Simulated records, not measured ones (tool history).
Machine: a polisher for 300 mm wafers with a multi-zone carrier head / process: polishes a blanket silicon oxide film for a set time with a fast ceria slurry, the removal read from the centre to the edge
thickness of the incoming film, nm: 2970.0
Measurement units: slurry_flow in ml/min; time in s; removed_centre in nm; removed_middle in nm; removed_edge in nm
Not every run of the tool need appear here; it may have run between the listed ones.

Run 1, hour 0.0: slurry_flow 130 ml/min, centre_zone 1.00, middle_zone 1.00, edge_zone 1.00, time 74 s. Result: removed_centre 1125.70 nm, removed_middle 1148.60 nm, removed_edge 1170.70 nm.
Run 2, hour 5.0: slurry_flow 125 ml/min, centre_zone 0.98, middle_zone 1.01, edge_zone 0.97, time 66 s. Result: removed_centre 994.89 nm, removed_middle 1030.20 nm, removed_edge 1018.10 nm.
Run 3, hour 5.5: slurry_flow 125 ml/min, centre_zone 0.98, middle_zone 1.01, edge_zone 1.05, time 66 s. Result: removed_centre 980.58 nm, removed_middle 1034.50 nm, removed_edge 1059.10 nm.
Run 4, hour 9.1: slurry_flow 125 ml/min, centre_zone 0.98, middle_zone 1.07, edge_zone 1.05, time 66 s. Result: removed_centre 971.37 nm, removed_middle 1061.50 nm, removed_edge 1063.50 nm.
Run 5, hour 15.6: slurry_flow 120 ml/min, centre_zone 0.95, middle_zone 1.06, edge_zone 1.01, time 60 s. Result: removed_centre 856.16 nm, removed_middle 961.56 nm, removed_edge 932.22 nm.
Run 6, hour 22.2: slurry_flow 120 ml/min, centre_zone 0.95, middle_zone 1.01, edge_zone 1.01, time 60 s. Result: removed_centre 869.35 nm, removed_middle 944.86 nm, removed_edge 933.38 nm.
Run 7, hour 24.1: slurry_flow 115 ml/min, centre_zone 0.93, middle_zone 1.00, edge_zone 0.99, time 56 s. Result: removed_centre 790.41 nm, removed_middle 855.13 nm, removed_edge 860.25 nm.
Run 8, hour 30.9: slurry_flow 110 ml/min, centre_zone 0.91, middle_zone 1.01, edge_zone 0.96, time 53 s. Result: removed_centre 725.11 nm, removed_middle 813.65 nm, removed_edge 805.54 nm.
Run 9, hour 33.6: slurry_flow 110 ml/min, centre_zone 0.90, middle_zone 1.02, edge_zone 0.93, time 50 s. Result: removed_centre 672.85 nm, removed_middle 771.72 nm, removed_edge 750.89 nm.
Run 10, hour 39.4: slurry_flow 110 ml/min, centre_zone 0.90, middle_zone 1.03, edge_zone 0.91, time 48 s. Result: removed_centre 646.05 nm, removed_middle 750.58 nm, removed_edge 711.73 nm.
Run 11, hour 45.7: slurry_flow 105 ml/min, centre_zone 0.90, middle_zone 1.03, edge_zone 0.89, time 47 s. Result: removed_centre 626.43 nm, removed_middle 729.03 nm, removed_edge 688.06 nm.
Run 12, hour 50.8: slurry_flow 100 ml/min, centre_zone 0.90, middle_zone 1.03, edge_zone 0.87, time 46 s. Result: removed_centre 610.86 nm, removed_middle 700.91 nm, removed_edge 650.15 nm.

What will run 13 give?
Run 13, hour 54.3: slurry_flow 95 ml/min, centre_zone 0.89, middle_zone 1.03, edge_zone 0.87, time 46 s. Result: removed_centre ?, removed_middle ?, removed_edge ?.

removed_centre: 596.59 nm
removed_middle: 699.33 nm
removed_edge: 656.63 nm
